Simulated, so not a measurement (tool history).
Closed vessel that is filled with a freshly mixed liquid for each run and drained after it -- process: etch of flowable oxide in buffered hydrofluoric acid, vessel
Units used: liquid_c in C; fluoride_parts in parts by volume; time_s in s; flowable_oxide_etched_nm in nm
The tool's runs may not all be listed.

run  hour  liquid_c  fluoride_parts  time_s  flowable_oxide_etched_nm
  1   0.0      20.0            22.5      45                    29.759
  2   7.8      17.0            22.5      45                    24.723
  3  10.8      17.0            27.0      45                    22.153
  4  13.0      20.0            27.0      45                    26.128
  5  21.2      20.0            24.5      45                    27.962
  6  26.6      20.0            24.5      45                    28.012
  7  30.7      21.5            24.5      45                    30.320
  8  34.8      22.5            24.5      45                    31.782
  9  39.4      23.5            24.5      45                    34.053

For run 10, what comes out?
 10  46.3      24.0            24.5      45                         ?

flowable_oxide_etched_nm: 34.643 nm
